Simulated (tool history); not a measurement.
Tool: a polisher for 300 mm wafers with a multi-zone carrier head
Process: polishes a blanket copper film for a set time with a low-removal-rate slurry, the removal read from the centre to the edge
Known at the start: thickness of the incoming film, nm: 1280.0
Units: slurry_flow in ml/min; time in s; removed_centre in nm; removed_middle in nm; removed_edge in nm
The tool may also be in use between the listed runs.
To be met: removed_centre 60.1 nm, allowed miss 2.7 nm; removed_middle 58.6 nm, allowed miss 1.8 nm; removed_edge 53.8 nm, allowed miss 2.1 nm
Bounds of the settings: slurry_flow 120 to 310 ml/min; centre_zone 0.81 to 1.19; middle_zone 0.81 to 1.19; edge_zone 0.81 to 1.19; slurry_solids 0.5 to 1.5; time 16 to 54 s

{"run": 1, "hour": 0.0, "slurry_flow": 200, "centre_zone": 1, "middle_zone": 1, "edge_zone": 1, "slurry_solids": 1, "time": 35, "removed_centre": 93.158, "removed_middle": 89.395, "removed_edge": 90.266}
{"run": 2, "hour": 2.1, "slurry_flow": 180, "centre_zone": 1, "middle_zone": 1, "edge_zone": 1, "slurry_solids": 1, "time": 35, "removed_centre": 90.809, "removed_middle": 87.719, "removed_edge": 89.323}
{"run": 3, "hour": 9.8, "slurry_flow": 180, "centre_zone": 0.92, "middle_zone": 1, "edge_zone": 1, "slurry_solids": 1, "time": 35, "removed_centre": 85.225, "removed_middle": 87.519, "removed_edge": 89.459}
{"run": 4, "hour": 14.6, "slurry_flow": 180, "centre_zone": 0.92, "middle_zone": 1, "edge_zone": 0.95, "slurry_solids": 1, "time": 35, "removed_centre": 86.151, "removed_middle": 87.751, "removed_edge": 87.593}
{"run": 5, "hour": 17.2, "slurry_flow": 180, "centre_zone": 0.92, "middle_zone": 1, "edge_zone": 0.95, "slurry_solids": 1, "time": 29, "removed_centre": 72.057, "removed_middle": 71.952, "removed_edge": 72.729}
{"run": 6, "hour": 23.1, "slurry_flow": 180, "centre_zone": 0.93, "middle_zone": 1.01, "edge_zone": 0.93, "slurry_solids": 0.9, "time": 28, "removed_centre": 67.96, "removed_middle": 68.996, "removed_edge": 65.764}
{"run": 7, "hour": 25.8, "slurry_flow": 175, "centre_zone": 0.93, "middle_zone": 1, "edge_zone": 0.92, "slurry_solids": 0.85, "time": 28, "removed_centre": 66.843, "removed_middle": 67.383, "removed_edge": 67.472}
{"run": 8, "hour": 34.2, "slurry_flow": 175, "centre_zone": 0.93, "middle_zone": 1, "edge_zone": 0.92, "slurry_solids": 0.85, "time": 28, "removed_centre": 66.984, "removed_middle": 67.454, "removed_edge": 67.446}
{"run": 9, "hour": 43.0, "slurry_flow": 180, "centre_zone": 0.95, "middle_zone": 1.01, "edge_zone": 0.91, "slurry_solids": 0.8, "time": 27, "removed_centre": 64.541, "removed_middle": 65.501, "removed_edge": 63.479}

4 next moves are on the table. One of them brings every result within its allowed miss. Which?
{"run": "A", "hour": 51.8, "slurry_flow": 145, "centre_zone": 0.98, "middle_zone": 1.01, "edge_zone": 0.81, "slurry_solids": 1, "time": 24, "removed_centre": "?", "removed_middle": "?", "removed_edge": "?"}
{"run": "B", "hour": 51.8, "slurry_flow": 210, "centre_zone": 1.09, "middle_zone": 1.14, "edge_zone": 0.81, "slurry_solids": 0.95, "time": 21, "removed_centre": "?", "removed_middle": "?", "removed_edge": "?"}
{"run": "C", "hour": 51.8, "slurry_flow": 170, "centre_zone": 0.89, "middle_zone": 1.09, "edge_zone": 0.95, "slurry_solids": 0.55, "time": 26, "removed_centre": "?", "removed_middle": "?", "removed_edge": "?"}
{"run": "D", "hour": 51.8, "slurry_flow": 225, "centre_zone": 1.16, "middle_zone": 1, "edge_zone": 0.81, "slurry_solids": 1.5, "time": 21, "removed_centre": "?", "removed_middle": "?", "removed_edge": "?"}

move=A removed_centre=58.584 removed_middle=58.418 removed_edge=54.039
move=B removed_centre=58.594 removed_middle=58.429 removed_edge=48.697
move=C removed_centre=55.43 removed_middle=62.547 removed_edge=58.05
move=D removed_centre=67.321 removed_middle=58.095 removed_edge=53.275
A: meets every target
B: takes the result that was furthest off past its target
C: nearer than the last run, and not there yet
D: brings the result that was furthest off to its target, and leaves another outside
The right move is A.
